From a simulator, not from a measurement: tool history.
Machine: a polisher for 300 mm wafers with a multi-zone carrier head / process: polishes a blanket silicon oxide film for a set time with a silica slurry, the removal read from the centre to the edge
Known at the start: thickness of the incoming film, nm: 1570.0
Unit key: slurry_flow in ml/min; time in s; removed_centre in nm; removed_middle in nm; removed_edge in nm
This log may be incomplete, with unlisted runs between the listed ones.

run 1 hour=0.0 | slurry_flow=175 centre_zone=1.00 middle_zone=1.00 edge_zone=1.00 slurry_solids=1.00 time=62 | removed_centre=206.44 removed_middle=198.43 removed_edge=194.26
run 2 hour=0.8 | slurry_flow=150 centre_zone=1.00 middle_zone=1.00 edge_zone=1.00 slurry_solids=1.00 time=62 | removed_centre=203.24 removed_middle=202.11 removed_edge=193.64
run 3 hour=9.1 | slurry_flow=155 centre_zone=1.02 middle_zone=0.99 edge_zone=1.03 slurry_solids=1.10 time=63 | removed_centre=217.15 removed_middle=204.33 removed_edge=208.24
run 4 hour=16.2 | slurry_flow=155 centre_zone=1.09 middle_zone=0.99 edge_zone=1.03 slurry_solids=1.10 time=63 | removed_centre=236.07 removed_middle=207.08 removed_edge=205.54
run 5 hour=18.1 | slurry_flow=160 centre_zone=1.10 middle_zone=0.99 edge_zone=1.05 slurry_solids=1.20 time=64 | removed_centre=248.65 removed_middle=221.93 removed_edge=221.99
run 6 hour=20.3 | slurry_flow=160 centre_zone=1.04 middle_zone=0.99 edge_zone=1.05 slurry_solids=1.20 time=64 | removed_centre=232.27 removed_middle=221.67 removed_edge=219.79
-- hour=22.3 centre zone pressure recalibrated
run 7 hour=22.3 | slurry_flow=160 centre_zone=1.06 middle_zone=0.97 edge_zone=1.07 slurry_solids=1.25 time=65 | removed_centre=224.76 removed_middle=221.88 removed_edge=231.14
run 8 hour=28.1 | slurry_flow=160 centre_zone=1.09 middle_zone=0.95 edge_zone=1.05 slurry_solids=1.30 time=67 | removed_centre=243.34 removed_middle=228.90 removed_edge=234.39
run 9 hour=28.7 | slurry_flow=165 centre_zone=1.11 middle_zone=0.96 edge_zone=1.08 slurry_solids=1.25 time=68 | removed_centre=252.84 removed_middle=229.77 removed_edge=247.39
run 10 hour=29.5 | slurry_flow=165 centre_zone=1.11 middle_zone=0.96 edge_zone=1.08 slurry_solids=1.25 time=68 | removed_centre=253.67 removed_middle=233.20 removed_edge=239.57
run 11 hour=37.5 | slurry_flow=155 centre_zone=1.13 middle_zone=0.95 edge_zone=1.07 slurry_solids=1.30 time=70 | removed_centre=264.08 removed_middle=237.10 removed_edge=247.59
run 12 hour=43.8 | slurry_flow=170 centre_zone=1.14 middle_zone=0.94 edge_zone=1.08 slurry_solids=1.30 time=71 | removed_centre=271.83 removed_middle=239.08 removed_edge=257.06
run 13 hour=49.5 | slurry_flow=180 centre_zone=1.15 middle_zone=0.94 edge_zone=1.08 slurry_solids=1.30 time=71 | removed_centre=274.30 removed_middle=238.58 removed_edge=264.77

Estimate the outcome of run 14 from the log above:
run 14 hour=56.9 | slurry_flow=190 centre_zone=1.16 middle_zone=0.95 edge_zone=1.07 slurry_solids=1.30 time=71 | removed_centre=? removed_middle=? removed_edge=?

removed_centre: 289.11 nm
removed_middle: 247.28 nm
removed_edge: 257.15 nm
